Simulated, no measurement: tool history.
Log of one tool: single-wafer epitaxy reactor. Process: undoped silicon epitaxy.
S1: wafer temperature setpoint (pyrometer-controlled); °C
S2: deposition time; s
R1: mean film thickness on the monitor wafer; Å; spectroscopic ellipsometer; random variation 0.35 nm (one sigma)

{"run": 1, "day": 0.0, "S1": 670, "S2": 313, "R1": 915.84}
{"run": 2, "day": 0.208, "S1": 676, "S2": 313, "R1": 1059.2}
{"run": 3, "day": 0.533, "S1": 682, "S2": 313, "R1": 1222.5}
{"run": 4, "day": 0.721, "S1": 673, "S2": 312, "R1": 979.46}
{"run": 5, "day": 0.838, "S1": 667, "S2": 311, "R1": 839.02}
{"run": 6, "day": 1.112, "S1": 663, "S2": 310, "R1": 761.02}
{"run": 7, "day": 1.375, "S1": 660, "S2": 310, "R1": 711.54}

The next listed run, before its measurement:
{"run": 8, "day": 1.538, "S1": 658, "S2": 310, "R1": "?"}

R1: 678.34 Å

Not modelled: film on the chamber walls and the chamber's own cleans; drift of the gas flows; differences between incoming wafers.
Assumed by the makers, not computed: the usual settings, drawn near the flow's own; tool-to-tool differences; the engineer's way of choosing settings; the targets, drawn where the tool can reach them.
